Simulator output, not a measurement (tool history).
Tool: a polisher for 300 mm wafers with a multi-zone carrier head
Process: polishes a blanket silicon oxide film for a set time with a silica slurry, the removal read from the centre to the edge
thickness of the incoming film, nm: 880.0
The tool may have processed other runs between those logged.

run  hour  flow of slurry (ml/min)  pressure of the head's centre zone  pressure of the head's middle zone  pressure of the head's edge zone  abrasive content of the slurry  polishing time (s)  film removed at the wafer's centre (angstrom)  film removed at mid-radius (angstrom)  film removed at the wafer's edge (angstrom)
  1   0.0                      225                                1.00                                1.00                              1.00                            1.00                  62                                         2118.6                                 2109.2                                       2118.8
  2   7.8                      215                                0.97                                1.00                              0.97                            1.00                  62                                         2040.5                                 2151.3                                       2106.8
  3  14.1                      215                                1.02                                1.00                              0.97                            1.00                  62                                         2133.1                                 2098.8                                       2074.0
  4  18.8                      210                                0.99                                1.00                              0.95                            0.95                  62                                         2019.8                                 2092.2                                       2018.4
     24.8  -- worn pad replaced by a new one
  5  24.8                      210                                0.99                                1.00                              0.95                            0.95                  52                                         1853.8                                 1870.8                                       1852.9
  6  26.4                      205                                0.97                                1.01                              0.94                            0.95                  52                                         1829.3                                 1940.0                                       1842.1
  7  28.5                      200                                0.95                                1.01                              0.94                            0.95                  52                                         1805.6                                 1841.5                                       1838.5
  8  32.0                      205                                0.92                                1.02                              0.93                            0.95                  52                                         1719.6                                 1927.1                                       1844.6
  9  35.4                      205                                0.91                                1.02                              0.93                            0.95                  52                                         1718.9                                 1980.1                                       1828.3

For run 10, what comes out?
 10  42.1                      175                                0.87                                1.00                              0.95                            0.95                  52                                              ?                                      ?                                            ?

Run 10 produced film removed at the wafer's centre (angstrom) 1578.9, film removed at mid-radius (angstrom) 1864.0, film removed at the wafer's edge (angstrom) 1798.4.
